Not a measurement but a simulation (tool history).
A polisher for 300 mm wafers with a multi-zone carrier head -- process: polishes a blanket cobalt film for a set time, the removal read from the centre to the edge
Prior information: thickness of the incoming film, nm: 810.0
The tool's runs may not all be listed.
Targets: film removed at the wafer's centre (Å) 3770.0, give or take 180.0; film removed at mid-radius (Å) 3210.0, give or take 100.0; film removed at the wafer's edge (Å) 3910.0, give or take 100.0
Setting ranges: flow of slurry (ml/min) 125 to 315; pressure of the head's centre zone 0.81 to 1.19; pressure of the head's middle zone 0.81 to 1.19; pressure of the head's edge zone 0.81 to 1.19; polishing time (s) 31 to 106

| run | day | flow of slurry (ml/min) | pressure of the head's centre zone | pressure of the head's middle zone | pressure of the head's edge zone | polishing time (s) | film removed at the wafer's centre (Å) | film removed at mid-radius (Å) | film removed at the wafer's edge (Å) |
|---|---|---|---|---|---|---|---|---|---|
| 1 | 0.000 | 205 | 1.00 | 1.00 | 1.00 | 68 | 2574.9 | 2564.7 | 2613.6 |
| 2 | 0.167 | 205 | 1.00 | 1.00 | 0.94 | 68 | 2545.3 | 2533.4 | 2576.3 |
| 3 | 0.396 | 205 | 1.00 | 0.95 | 0.98 | 75 | 2906.9 | 2723.4 | 2859.0 |
| 4 | 0.483 | 200 | 0.98 | 0.91 | 1.04 | 80 | 2979.8 | 2763.1 | 3145.0 |
| 5 | 0.554 | 210 | 1.00 | 0.90 | 1.08 | 83 | 3195.4 | 2884.6 | 3345.8 |
| 6 | 0.733 | 220 | 1.01 | 0.89 | 1.11 | 85 | 3307.3 | 2927.2 | 3491.5 |
| 7 | 0.829 | 225 | 1.02 | 0.89 | 1.13 | 87 | 3384.0 | 3008.0 | 3606.8 |
| 8 | 1.133 | 230 | 1.04 | 0.89 | 1.14 | 88 | 3585.9 | 3047.3 | 3705.9 |
| 9 | 1.196 | 235 | 1.05 | 0.90 | 1.15 | 88 | 3593.7 | 3077.2 | 3695.0 |
| 10 | 1.442 | 235 | 1.05 | 0.90 | 1.15 | 88 | 3583.3 | 3016.2 | 3703.5 |
| 11 | 1.696 | 240 | 1.05 | 0.91 | 1.16 | 89 | 3754.5 | 3149.8 | 3752.6 |

Consider the 4 candidate settings below. Which is the only one whose results all fall within their allowed miss of target?
| A | 1.950 | 265 | 1.06 | 0.92 | 1.14 | 86 | ? | ? | ? |
| B | 1.950 | 250 | 1.16 | 0.95 | 1.09 | 87 | ? | ? | ? |
| C | 1.950 | 305 | 1.00 | 0.85 | 1.09 | 93 | ? | ? | ? |
| D | 1.950 | 315 | 1.17 | 1.02 | 1.08 | 83 | ? | ? | ? |

| move | film removed at the wafer's centre (Å) | film removed at mid-radius (Å) | film removed at the wafer's edge (Å) |
|---|---|---|---|
| A | 3640.2 | 3046.8 | 3620.6 |
| B | 4002.3 | 3142.6 | 3559.8 |
| C | 3772.5 | 3133.9 | 3874.6 |
| D | 3962.0 | 3263.8 | 3442.4 |
A: its largest miss is bigger than the last run's
B: its largest miss is bigger than the last run's
C: all results in spec
D: its largest miss is bigger than the last run's
Answer: C
